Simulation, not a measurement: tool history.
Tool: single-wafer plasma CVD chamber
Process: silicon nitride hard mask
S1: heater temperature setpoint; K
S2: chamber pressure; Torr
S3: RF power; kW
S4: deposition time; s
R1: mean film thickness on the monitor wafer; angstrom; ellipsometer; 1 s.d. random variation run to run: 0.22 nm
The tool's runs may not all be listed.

Run 1, hour 0: S1 683.15 K, S2 1.84 Torr, S3 0.37 kW, S4 34.9 s. Result: R1 450.03 angstrom.
Run 2, hour 0.9: S1 683.15 K, S2 1.91 Torr, S3 0.37 kW, S4 34.9 s. Result: R1 454.02 angstrom.
Run 3, hour 6.5: S1 693.15 K, S2 1.91 Torr, S3 0.37 kW, S4 34.9 s. Result: R1 452.74 angstrom.
Run 4, hour 13.2: S1 693.15 K, S2 2.05 Torr, S3 0.37 kW, S4 34.9 s. Result: R1 461.75 angstrom.
Run 5, hour 15.1: S1 693.15 K, S2 2.05 Torr, S3 0.39 kW, S4 34.9 s. Result: R1 470.81 angstrom.
Run 6, hour 17.5: S1 693.15 K, S2 2.05 Torr, S3 0.39 kW, S4 33.3 s. Result: R1 451.68 angstrom.
At hour 22.1: RF generator calibrated.
Run 7, hour 22.1: S1 693.15 K, S2 2.1 Torr, S3 0.395 kW, S4 33.3 s. Result: R1 470.94 angstrom.

Run 8 comes next. What will it give?
Run 8, hour 29.5: S1 693.15 K, S2 2.36 Torr, S3 0.4 kW, S4 33.3 s. Result: R1 ?.

R1: 483.51 angstrom

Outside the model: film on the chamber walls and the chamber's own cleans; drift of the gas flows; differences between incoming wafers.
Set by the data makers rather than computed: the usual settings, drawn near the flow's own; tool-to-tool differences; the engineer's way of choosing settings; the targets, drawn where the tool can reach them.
